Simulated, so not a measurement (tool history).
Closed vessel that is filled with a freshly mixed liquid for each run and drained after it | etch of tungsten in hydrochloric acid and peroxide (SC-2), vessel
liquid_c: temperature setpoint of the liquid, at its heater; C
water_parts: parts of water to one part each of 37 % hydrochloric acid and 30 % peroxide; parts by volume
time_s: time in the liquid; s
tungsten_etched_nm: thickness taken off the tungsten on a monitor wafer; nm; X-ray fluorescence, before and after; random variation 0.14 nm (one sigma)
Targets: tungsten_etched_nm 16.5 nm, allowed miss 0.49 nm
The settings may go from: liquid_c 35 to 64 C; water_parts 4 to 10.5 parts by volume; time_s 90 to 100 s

run  hour  liquid_c  water_parts  time_s  tungsten_etched_nm
  1     0        48          5.5      90              29.664
  2   7.1      46.5          5.5      90              27.266
  3  15.7        45          5.5      90              24.609
  4  21.5        45            4      90              30.518
  5    25        45            4      90              30.629
  6  28.7        45            4      90              30.675
  7  36.3      43.5            4      90              27.448
  8    42        42            4      90               24.94
  9  46.2        41            4      90              23.203
 10  54.7        40            4      90              21.489
 11    61      35.5            4      90              15.362

4 next moves are on the table. One of them brings every result within its allowed miss. Which?
  A  67.3      35.5          4.5      90                   ?
  B  67.3        35          4.5      95                   ?
  C  67.3      35.5            5      95                   ?
  D  67.3      36.5          4.5      95                   ?

move  tungsten_etched_nm
   A               14.42
   B              14.674
   C              14.134
   D              16.372
A: further off than the last run
B: further off than the last run
C: further off than the last run
D: meets every target
The right move is D.

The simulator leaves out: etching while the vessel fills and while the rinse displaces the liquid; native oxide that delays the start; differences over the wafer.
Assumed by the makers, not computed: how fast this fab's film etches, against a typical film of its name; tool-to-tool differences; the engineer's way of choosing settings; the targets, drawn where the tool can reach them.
